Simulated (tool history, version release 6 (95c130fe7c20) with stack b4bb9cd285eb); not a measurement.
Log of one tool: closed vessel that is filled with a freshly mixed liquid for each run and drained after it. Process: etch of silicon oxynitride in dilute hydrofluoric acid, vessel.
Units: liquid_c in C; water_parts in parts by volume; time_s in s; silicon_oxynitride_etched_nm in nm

| run | day | liquid_c | water_parts | time_s | silicon_oxynitride_etched_nm |
|---|---|---|---|---|---|
| 1 | 0 | 24 | 165 | 330 | 7.5992 |
| 2 | 0.058 | 24 | 165 | 245 | 5.5957 |
| 3 | 0.125 | 25 | 160 | 245 | 6.1007 |
| 4 | 0.288 | 25 | 160 | 330 | 8.1584 |
| 5 | 0.438 | 25.5 | 160 | 330 | 8.4208 |
| 6 | 0.804 | 26 | 160 | 330 | 8.554 |
| 7 | 1.088 | 26.5 | 160 | 330 | 8.7596 |

Forecast run 8:
| 8 | 1.142 | 30.5 | 160 | 330 | ? |

Run 8 gave silicon_oxynitride_etched_nm 10.371 nm.

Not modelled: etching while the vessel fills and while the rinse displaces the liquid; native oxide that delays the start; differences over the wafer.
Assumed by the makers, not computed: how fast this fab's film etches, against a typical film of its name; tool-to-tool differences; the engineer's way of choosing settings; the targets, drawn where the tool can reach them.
